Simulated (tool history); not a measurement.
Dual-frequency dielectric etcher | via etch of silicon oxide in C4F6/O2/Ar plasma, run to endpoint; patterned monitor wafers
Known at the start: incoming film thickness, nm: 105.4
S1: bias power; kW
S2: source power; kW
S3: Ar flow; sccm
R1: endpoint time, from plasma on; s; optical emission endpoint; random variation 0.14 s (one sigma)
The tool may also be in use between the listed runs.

run  hour     S1     S2   S3      R1
  1   0.0  0.487  0.310  325  25.404
  2   4.7  0.447  0.290  331  27.075
  3   6.4  0.447  0.290  286  26.670
  4  13.0  0.415  0.280  289  27.664
  5  13.5  0.415  0.260  289  28.831
  6  21.2  0.415  0.260  246  28.380
  7  29.8  0.392  0.250  247  29.066

The next listed run, before its measurement:
  8  36.6  0.374  0.240  249   ?

R1: 30.166 s

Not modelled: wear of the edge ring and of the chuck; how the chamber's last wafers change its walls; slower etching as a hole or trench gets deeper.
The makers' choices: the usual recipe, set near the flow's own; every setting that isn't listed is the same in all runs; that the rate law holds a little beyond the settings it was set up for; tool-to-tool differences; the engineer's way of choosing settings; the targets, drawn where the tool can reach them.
